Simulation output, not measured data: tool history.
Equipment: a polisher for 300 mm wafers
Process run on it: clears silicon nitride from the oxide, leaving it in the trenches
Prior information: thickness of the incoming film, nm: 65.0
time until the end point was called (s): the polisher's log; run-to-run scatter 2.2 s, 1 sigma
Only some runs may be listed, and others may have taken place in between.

run  hour  flow of slurry (ml/min)  pressure of the wafer on the pad (kPa)  speed of the pad under the wafer (cm/s)  overpolish time after the end point (s)  time until the end point was called (s)
  1     0                      205                                    12.4                                      100                                       21                                    113.8
  2   7.3                      205                                    12.4                                      100                                       22                                   109.92
  3  16.3                      205                                    12.4                                      100                                       21                                   113.69
  4  23.9                      205                                      11                                      100                                       21                                   121.53
  5  31.1                      180                                      11                                      100                                       21                                   126.93
  6  36.7                      175                                     9.7                                      100                                       21                                   133.89
  7  40.2                      175                                     8.3                                       98                                       21                                   156.78

Estimate the outcome of run 8 from the log above:
     48.2  -- slurry nozzle cleaned
  8  48.2                      175                                     7.6                                       98                                       21                                        ?

{"run 8": {"time until the end point was called (s)": 161.69}}
